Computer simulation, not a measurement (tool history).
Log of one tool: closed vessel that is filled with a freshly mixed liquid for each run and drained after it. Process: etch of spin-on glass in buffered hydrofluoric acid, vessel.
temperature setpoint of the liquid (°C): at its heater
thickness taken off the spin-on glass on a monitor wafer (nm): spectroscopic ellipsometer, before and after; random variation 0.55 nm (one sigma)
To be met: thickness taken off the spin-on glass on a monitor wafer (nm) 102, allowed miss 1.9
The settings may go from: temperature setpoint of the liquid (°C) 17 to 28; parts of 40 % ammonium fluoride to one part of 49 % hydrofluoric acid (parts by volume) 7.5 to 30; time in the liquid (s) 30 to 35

run  hour  temperature setpoint of the liquid (°C)  parts of 40 % ammonium fluoride to one part of 49 % hydrofluoric acid (parts by volume)  time in the liquid (s)  thickness taken off the spin-on glass on a monitor wafer (nm)
  1     0                                       20                                                                                       21                      35                                                         45.743
  2   3.9                                     21.5                                                                                     19.5                      35                                                         52.705
  3   5.5                                     22.5                                                                                       18                      35                                                          58.39
  4   8.3                                     22.5                                                                                       18                      35                                                         58.612
     14.6  -- hydrofluoric acid flow meter replaced
  5  14.6                                       24                                                                                       18                      35                                                         70.625
  6    17                                       24                                                                                       18                      30                                                         60.078
  7  21.1                                     24.5                                                                                     16.5                      30                                                         67.284
  8  23.8                                       25                                                                                       16                      30                                                         72.094
  9  31.4                                       28                                                                                     11.5                      30                                                         116.03
 10    34                                       26                                                                                     11.5                      30                                                         104.87

Which of these 5 next moves meets every target?
  A  36.6                                       27                                                                                       13                      30                                                              ?
  B  36.6                                     27.5                                                                                     13.5                      30                                                              ?
  C  36.6                                     26.5                                                                                     11.5                      30                                                              ?
  D  36.6                                       27                                                                                       12                      30                                                              ?
  E  36.6                                     25.5                                                                                     11.5                      30                                                              ?

move  thickness taken off the spin-on glass on a monitor wafer (nm)
   A                                                         97.995
   B                                                         96.999
   C                                                         107.54
   D                                                         105.97
   E                                                         101.91
A: takes the result that was furthest off past its target
B: takes the result that was furthest off past its target
C: further off than the last run
D: further off than the last run
E: meets every target
Move E is the one to make.
